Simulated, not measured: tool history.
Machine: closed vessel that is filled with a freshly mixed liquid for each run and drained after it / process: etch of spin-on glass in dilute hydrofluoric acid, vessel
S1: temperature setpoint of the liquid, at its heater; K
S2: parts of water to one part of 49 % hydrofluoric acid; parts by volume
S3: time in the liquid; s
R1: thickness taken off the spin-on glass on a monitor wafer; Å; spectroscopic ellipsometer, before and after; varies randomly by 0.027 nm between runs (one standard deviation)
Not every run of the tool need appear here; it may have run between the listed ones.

Run 1, hour 0.0: S1 296.15 K, S2 145 parts by volume, S3 35 s. Result: R1 53.801 Å.
Run 2, hour 2.5: S1 294.65 K, S2 150 parts by volume, S3 35 s. Result: R1 49.466 Å.
Run 3, hour 10.3: S1 293.65 K, S2 155 parts by volume, S3 35 s. Result: R1 46.180 Å.
Run 4, hour 12.4: S1 296.15 K, S2 155 parts by volume, S3 35 s. Result: R1 50.367 Å.
Run 5, hour 15.4: S1 296.15 K, S2 115 parts by volume, S3 35 s. Result: R1 71.717 Å.
Run 6, hour 19.3: S1 293.15 K, S2 115 parts by volume, S3 35 s. Result: R1 62.592 Å.
Run 7, hour 26.8: S1 292.15 K, S2 130 parts by volume, S3 35 s. Result: R1 52.669 Å.
Run 8, hour 35.5: S1 291.65 K, S2 140 parts by volume, S3 35 s. Result: R1 48.011 Å.

Expected results for the next run?
Run 9, hour 41.0: S1 291.15 K, S2 150 parts by volume, S3 35 s. Result: R1 ?.

{"run 9": {"R1": 42.485}}
